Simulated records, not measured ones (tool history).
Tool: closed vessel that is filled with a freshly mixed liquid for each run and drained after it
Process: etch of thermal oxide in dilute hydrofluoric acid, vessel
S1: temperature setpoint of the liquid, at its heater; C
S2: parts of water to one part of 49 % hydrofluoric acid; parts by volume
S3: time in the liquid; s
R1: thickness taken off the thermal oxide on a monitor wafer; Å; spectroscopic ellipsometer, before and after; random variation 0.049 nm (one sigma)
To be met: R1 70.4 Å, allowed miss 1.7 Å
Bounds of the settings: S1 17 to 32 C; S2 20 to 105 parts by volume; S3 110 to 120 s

run  hour    S1  S2   S3      R1
  1     0    24  55  110  90.815
  2   7.4  26.5  55  110  100.33
  3  11.8  24.5  55  110  93.457
  4  14.9  24.5  55  120  101.35
  5  21.9  24.5  55  120  101.01
  6  29.9    23  55  120  94.473
  7  34.7    22  55  120   91.24
  8  36.7    21  55  120  87.716
  9  38.1    20  55  120  83.513
 10  42.2  19.5  55  120   83.59
 11    46    19  55  120   80.93
 12  50.5  18.5  55  120  79.121
 13  56.3    18  55  120  77.306
 14  61.3  17.5  55  120  75.554
 15  65.1    17  55  120  74.088
 16  72.4    17  60  120  68.783

Which of these 4 next moves meets every target?
  A  79.7  17  55  110   ?
  B  79.7  17  55  115   ?
  C  79.7  19  60  120   ?
  D  79.7  17  60  115   ?

move      R1
   A  67.989
   B  71.079
   C  73.666
   D  64.796
A: further off than the last run
B: meets every target
C: takes the result that was furthest off past its target
D: further off than the last run
Move B is the one to make.
